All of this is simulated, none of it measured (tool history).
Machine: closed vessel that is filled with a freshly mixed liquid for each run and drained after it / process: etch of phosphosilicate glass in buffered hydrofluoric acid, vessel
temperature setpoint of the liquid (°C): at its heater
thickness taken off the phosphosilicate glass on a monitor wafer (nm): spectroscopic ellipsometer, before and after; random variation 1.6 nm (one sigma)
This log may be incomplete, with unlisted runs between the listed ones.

| run | hour | temperature setpoint of the liquid (°C) | parts of 40 % ammonium fluoride to one part of 49 % hydrofluoric acid (parts by volume) | time in the liquid (s) | thickness taken off the phosphosilicate glass on a monitor wafer (nm) |
|---|---|---|---|---|---|
| 1 | 0.0 | 21.0 | 11.0 | 30 | 142.77 |
| 2 | 6.5 | 21.0 | 13.0 | 30 | 120.19 |
| 3 | 14.2 | 21.5 | 13.0 | 30 | 125.80 |
| 4 | 14.8 | 21.5 | 13.0 | 30 | 125.90 |
| 5 | 21.1 | 21.5 | 15.5 | 30 | 105.37 |
| 6 | 26.2 | 22.5 | 15.5 | 30 | 112.37 |
| 7 | 32.7 | 23.0 | 15.5 | 30 | 115.58 |
| 8 | 41.3 | 23.5 | 15.5 | 30 | 119.38 |
| 9 | 47.0 | 24.0 | 15.5 | 30 | 120.93 |
| 10 | 52.8 | 24.5 | 15.5 | 30 | 121.61 |
| 11 | 59.3 | 25.0 | 15.5 | 30 | 126.97 |
| 12 | 67.9 | 25.5 | 15.5 | 30 | 132.00 |
| 13 | 72.7 | 25.5 | 15.5 | 30 | 129.85 |
| 14 | 75.3 | 26.0 | 15.5 | 30 | 134.77 |

The next listed run, before its measurement:
| 15 | 77.3 | 26.5 | 15.5 | 30 | ? |

{"run 15": {"thickness taken off the phosphosilicate glass on a monitor wafer (nm)": 136.64}}

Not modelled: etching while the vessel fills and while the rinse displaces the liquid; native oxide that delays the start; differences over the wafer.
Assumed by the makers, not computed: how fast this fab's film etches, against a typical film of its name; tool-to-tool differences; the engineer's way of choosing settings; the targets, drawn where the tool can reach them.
